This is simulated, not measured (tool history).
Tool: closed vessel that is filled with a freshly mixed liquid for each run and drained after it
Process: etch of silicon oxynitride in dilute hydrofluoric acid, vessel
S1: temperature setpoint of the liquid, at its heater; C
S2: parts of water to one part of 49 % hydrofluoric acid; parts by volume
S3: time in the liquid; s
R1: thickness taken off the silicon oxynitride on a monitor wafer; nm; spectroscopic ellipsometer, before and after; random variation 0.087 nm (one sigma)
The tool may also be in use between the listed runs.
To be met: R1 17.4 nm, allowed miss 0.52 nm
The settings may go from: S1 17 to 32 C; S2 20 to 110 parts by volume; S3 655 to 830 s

Run 1, day 0: S1 24 C, S2 60 parts by volume, S3 830 s. Result: R1 28.235 nm.
Run 2, day 0.408: S1 22.5 C, S2 60 parts by volume, S3 830 s. Result: R1 26.176 nm.
Run 3, day 0.571: S1 22.5 C, S2 50 parts by volume, S3 830 s. Result: R1 31.717 nm.
Run 4, day 0.683: S1 24.5 C, S2 50 parts by volume, S3 830 s. Result: R1 35.037 nm.
Run 5, day 0.875: S1 24.5 C, S2 30 parts by volume, S3 830 s. Result: R1 58.852 nm.
Run 6, day 1.004: S1 22.5 C, S2 40 parts by volume, S3 830 s. Result: R1 39.418 nm.
Run 7, day 1.342: S1 18.5 C, S2 60 parts by volume, S3 825 s. Result: R1 21.301 nm.
At day 1.546: hydrofluoric acid flow meter replaced.
Run 8, day 1.546: S1 18 C, S2 60 parts by volume, S3 825 s. Result: R1 18.765 nm.
Run 9, day 1.692: S1 17.5 C, S2 60 parts by volume, S3 825 s. Result: R1 18.154 nm.

Which of these 5 next moves meets every target?
Run A, day 1.838: S1 17 C, S2 55 parts by volume, S3 730 s. Result: R1 ?.
Run B, day 1.838: S1 18.5 C, S2 50 parts by volume, S3 675 s. Result: R1 ?.
Run C, day 1.838: S1 17.5 C, S2 50 parts by volume, S3 710 s. Result: R1 ?.
Run D, day 1.838: S1 18.5 C, S2 60 parts by volume, S3 800 s. Result: R1 ?.
Run E, day 1.838: S1 19 C, S2 60 parts by volume, S3 820 s. Result: R1 ?.

move      R1
   A  17.344
   B  19.107
   C  19.097
   D  18.747
   E  19.707
A: meets every target
B: further off than the last run
C: further off than the last run
D: further off than the last run
E: further off than the last run
Move A is the one to make.
